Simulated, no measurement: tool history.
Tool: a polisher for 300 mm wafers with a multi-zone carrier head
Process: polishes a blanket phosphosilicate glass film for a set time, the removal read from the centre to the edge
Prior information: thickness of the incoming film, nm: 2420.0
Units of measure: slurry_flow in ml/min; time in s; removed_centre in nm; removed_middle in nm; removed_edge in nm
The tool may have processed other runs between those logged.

run,day,slurry_flow,centre_zone,middle_zone,edge_zone,slurry_solids,time,removed_centre,removed_middle,removed_edge
1,0,285,1,1,1,1,70,517.06,503.24,515.71
2,0.288,285,1,1,1,0.9,70,480.4,479.01,504.98
3,0.529,285,1,1,0.97,0.9,70,480.88,483.15,505.31
4,0.75,290,1,1.03,0.96,0.8,65,437.35,438.37,430.89
5,0.775,290,1,1.03,0.96,0.8,76,515.65,519.86,510.5
6,1.129,290,0.96,1.02,0.95,0.7,72,435.43,456.06,457.4
7,1.367,290,0.92,1.02,0.93,0.65,70,399.44,435.34,428.56
8,1.579,220,0.82,1.01,0.96,0.5,59,260.62,323.13,322.02

Estimate the outcome of run 9 from the log above:
9,1.812,245,0.83,1.02,0.97,0.5,59,?,?,?

Run 9 yielded removed_centre 272.43 nm, removed_middle 323.88 nm, removed_edge 328.62 nm.
